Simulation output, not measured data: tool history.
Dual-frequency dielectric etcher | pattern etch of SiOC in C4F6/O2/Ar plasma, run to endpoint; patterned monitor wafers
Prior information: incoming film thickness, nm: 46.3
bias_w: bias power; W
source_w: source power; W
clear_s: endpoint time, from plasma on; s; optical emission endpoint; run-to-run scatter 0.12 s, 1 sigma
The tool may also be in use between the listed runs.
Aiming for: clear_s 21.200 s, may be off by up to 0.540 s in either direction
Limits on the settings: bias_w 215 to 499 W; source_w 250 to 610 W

| run | hour | bias_w | source_w | clear_s |
|---|---|---|---|---|
| 1 | 0.0 | 357 | 430 | 17.232 |
| 2 | 0.6 | 357 | 500 | 15.926 |
| 3 | 4.7 | 303 | 500 | 16.881 |
| 4 | 9.5 | 343 | 500 | 16.194 |
| 5 | 12.6 | 343 | 570 | 15.193 |
| 6 | 19.0 | 387 | 570 | 14.558 |
| 7 | 27.1 | 367 | 540 | 15.140 |
| 8 | 28.4 | 350 | 520 | 15.809 |
| 9 | 36.2 | 335 | 500 | 16.396 |
| 10 | 41.5 | 322 | 480 | 16.831 |
| 11 | 49.0 | 310 | 460 | 17.604 |

Consider the 5 candidate settings below. Which is the only one whose results all fall within their allowed miss of target?
| A | 56.5 | 229 | 340 | ? |
| B | 56.5 | 261 | 450 | ? |
| C | 56.5 | 297 | 400 | ? |
| D | 56.5 | 312 | 330 | ? |
| E | 56.5 | 450 | 600 | ? |

| move | clear_s |
|---|---|
| A | 23.057 |
| B | 18.889 |
| C | 19.341 |
| D | 21.289 |
| E | 13.706 |
A: takes the biggest miss from the last run beyond its target
B: nearer the targets than the last run, but a result is still out of spec
C: nearer the targets than the last run, but a result is still out of spec
D: all results in spec
E: lands further from the targets than the last run did
D is the move that brings every result within its allowed miss.

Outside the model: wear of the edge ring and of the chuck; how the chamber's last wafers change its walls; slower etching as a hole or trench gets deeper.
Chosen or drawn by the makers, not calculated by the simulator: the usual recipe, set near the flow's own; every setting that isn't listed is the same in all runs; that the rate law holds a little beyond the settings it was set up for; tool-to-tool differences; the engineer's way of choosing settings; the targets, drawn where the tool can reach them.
